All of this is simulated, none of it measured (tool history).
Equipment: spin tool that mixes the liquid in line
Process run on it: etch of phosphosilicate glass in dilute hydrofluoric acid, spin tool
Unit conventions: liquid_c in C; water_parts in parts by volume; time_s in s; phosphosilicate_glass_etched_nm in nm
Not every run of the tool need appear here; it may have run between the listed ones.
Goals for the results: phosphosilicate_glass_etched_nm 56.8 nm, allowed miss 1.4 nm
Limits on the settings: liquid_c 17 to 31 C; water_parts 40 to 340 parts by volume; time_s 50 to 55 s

run,hour,liquid_c,water_parts,time_s,phosphosilicate_glass_etched_nm
1,0,23,190,50,35.046
2,9,24.5,185,50,38.665
3,16.5,21.5,185,50,34.386
4,20.9,23.5,180,50,38.167
5,28.9,25,175,50,41.973
6,34.5,23.5,175,50,39.764
7,40.1,25,170,50,43.502
8,45.5,26,170,50,45.148
9,46.2,27,170,50,46.972

Exactly one of the 4 candidate moves below puts every result within its allowed miss. Which one?
A,46.9,26,160,55,?
B,46.9,29.5,165,50,?
C,46.9,27,165,55,?
D,46.9,27,145,50,?

move,phosphosilicate_glass_etched_nm
A,53.044
B,52.798
C,53.055
D,56.236
A: closer than the last run, but not yet in spec
B: closer than the last run, but not yet in spec
C: closer than the last run, but not yet in spec
D: all results in spec
Correct choice: D, which meets every target
